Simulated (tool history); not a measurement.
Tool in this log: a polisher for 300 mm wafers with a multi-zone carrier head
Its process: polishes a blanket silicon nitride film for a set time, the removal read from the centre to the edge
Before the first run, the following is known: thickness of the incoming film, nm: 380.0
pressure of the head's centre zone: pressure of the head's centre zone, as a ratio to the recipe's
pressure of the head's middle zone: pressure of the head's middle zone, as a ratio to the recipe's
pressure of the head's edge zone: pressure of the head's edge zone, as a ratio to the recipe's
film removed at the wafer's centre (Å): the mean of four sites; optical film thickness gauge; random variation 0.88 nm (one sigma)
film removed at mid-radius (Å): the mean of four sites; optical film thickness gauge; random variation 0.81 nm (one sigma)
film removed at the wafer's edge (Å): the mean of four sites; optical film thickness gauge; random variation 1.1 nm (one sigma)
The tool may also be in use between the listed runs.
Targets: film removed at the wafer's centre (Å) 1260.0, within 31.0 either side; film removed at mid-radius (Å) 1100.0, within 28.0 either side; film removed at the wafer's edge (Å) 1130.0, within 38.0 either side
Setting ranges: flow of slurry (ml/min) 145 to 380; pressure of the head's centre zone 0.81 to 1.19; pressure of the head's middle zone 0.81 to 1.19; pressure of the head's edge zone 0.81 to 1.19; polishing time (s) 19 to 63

run  hour  flow of slurry (ml/min)  pressure of the head's centre zone  pressure of the head's middle zone  pressure of the head's edge zone  polishing time (s)  film removed at the wafer's centre (Å)  film removed at mid-radius (Å)  film removed at the wafer's edge (Å)
  1   0.0                      245                                1.00                                1.00                              1.00                  41                                  1049.9                          1019.8                                1041.5
  2   4.3                      245                                1.00                                1.08                              1.00                  41                                  1031.3                          1085.2                                1050.7
  3  11.4                      300                                1.00                                1.08                              1.00                  41                                  1075.5                          1116.8                                1060.7
  4  14.6                      315                                1.03                                1.06                              1.03                  41                                  1110.9                          1089.6                                1071.6
  5  23.6                      320                                1.06                                1.06                              1.05                  41                                  1127.2                          1102.8                                1072.6
  6  25.0                      320                                1.06                                1.06                              1.13                  41                                  1137.7                          1098.7                                1144.6
  7  26.0                      330                                1.09                                1.05                              1.13                  41                                  1167.1                          1088.6                                1131.5
  8  31.9                      335                                1.11                                1.05                              1.13                  41                                  1193.3                          1105.2                                1147.0

Next run, 5 choices. One meets every target within its allowed miss, the rest don't. Which?
  A  37.8                      360                                1.02                                1.05                              1.14                  42                                       ?                               ?                                     ?
  B  37.8                      340                                1.13                                1.01                              1.04                  42                                       ?                               ?                                     ?
  C  37.8                      315                                1.08                                1.09                              1.19                  40                                       ?                               ?                                     ?
  D  37.8                      335                                1.03                                1.07                              1.19                  40                                       ?                               ?                                     ?
  E  37.8                      325                                1.07                                0.95                              1.12                  44                                       ?                               ?                                     ?

move  film removed at the wafer's centre (Å)  film removed at mid-radius (Å)  film removed at the wafer's edge (Å)
   A                                  1154.4                          1125.8                                1173.3
   B                                  1259.2                          1086.2                                1123.8
   C                                  1142.7                          1090.8                                1128.1
   D                                  1101.7                          1081.4                                1133.4
   E                                  1249.4                          1080.8                                1212.6
A: moves away from the targets compared with the last run
B: every result lands within tolerance
C: moves away from the targets compared with the last run
D: moves away from the targets compared with the last run
E: the worst result of the last run now meets its target, but another is out of spec
Answer: B

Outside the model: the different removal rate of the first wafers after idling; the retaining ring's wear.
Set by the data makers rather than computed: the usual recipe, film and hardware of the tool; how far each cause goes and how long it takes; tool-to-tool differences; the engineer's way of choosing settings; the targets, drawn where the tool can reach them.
